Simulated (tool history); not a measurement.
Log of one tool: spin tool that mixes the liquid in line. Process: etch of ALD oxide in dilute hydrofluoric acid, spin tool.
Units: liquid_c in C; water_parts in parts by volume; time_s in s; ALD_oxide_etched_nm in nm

run	day	liquid_c	water_parts	time_s	ALD_oxide_etched_nm
1	0	21	180	95	10.997
2	0.171	23	155	95	13.988
3	0.504	24.5	140	95	16.768
4	0.8	22	140	95	15.224
5	0.912	22	140	95	15.209
6	1.288	23.5	130	95	17.599
7	1.317	25	125	95	19.563

Forecast run 8:
8	1.508	26	120	95	?

ALD_oxide_etched_nm: 21.195 nm
